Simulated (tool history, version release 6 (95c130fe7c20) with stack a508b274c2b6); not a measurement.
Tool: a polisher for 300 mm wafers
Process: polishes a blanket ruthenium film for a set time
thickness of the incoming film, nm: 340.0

run,hour,flow of slurry (ml/min),pressure of the wafer on the pad (kPa),speed of the pad under the wafer (cm/s),polishing time (s),film removed (Å)
1,0,160,11,110,84,935.12
2,4.2,130,11,110,84,889.42
3,9.3,125,10.3,110,84,827.23
4,15.9,125,13.1,110,84,1028.7
5,19.4,145,13.1,110,84,1058.5
6,20.1,145,13.1,130,84,1232.5
# hour 25.7: worn pad replaced by a new one
7,25.7,125,9.7,128,84,952.26

Forecast run 8:
8,26.5,125,6.2,122,84,?

film removed (Å): 584.63
